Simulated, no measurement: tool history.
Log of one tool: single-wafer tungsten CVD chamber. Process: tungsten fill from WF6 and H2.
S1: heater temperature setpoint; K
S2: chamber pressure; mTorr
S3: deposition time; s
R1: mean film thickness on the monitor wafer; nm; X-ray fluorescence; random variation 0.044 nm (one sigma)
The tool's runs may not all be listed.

run  hour      S1     S2    S3      R1
  1   0.0  648.15  44500  11.0  24.983
  2   6.5  642.15  44500  11.0  22.379
  3  11.2  640.15  44400  11.0  21.587
  4  17.6  640.15  36800  11.0  19.240
     25.0  -- capacitance manometer re-zeroed and calibrated
  5  25.0  640.15  36800  10.5  17.974
  6  29.0  640.15  36800  11.0  18.733
  7  35.6  639.15  36800  11.0  18.357
  8  39.2  638.15  36800  11.0  18.100
  9  40.2  637.15  36800  11.0  17.712
 10  44.6  636.15  36800  11.0  17.420

The next listed run, before its measurement:
 11  48.4  634.15  36700  11.0   ?

{"run 11": {"R1": 16.799}}

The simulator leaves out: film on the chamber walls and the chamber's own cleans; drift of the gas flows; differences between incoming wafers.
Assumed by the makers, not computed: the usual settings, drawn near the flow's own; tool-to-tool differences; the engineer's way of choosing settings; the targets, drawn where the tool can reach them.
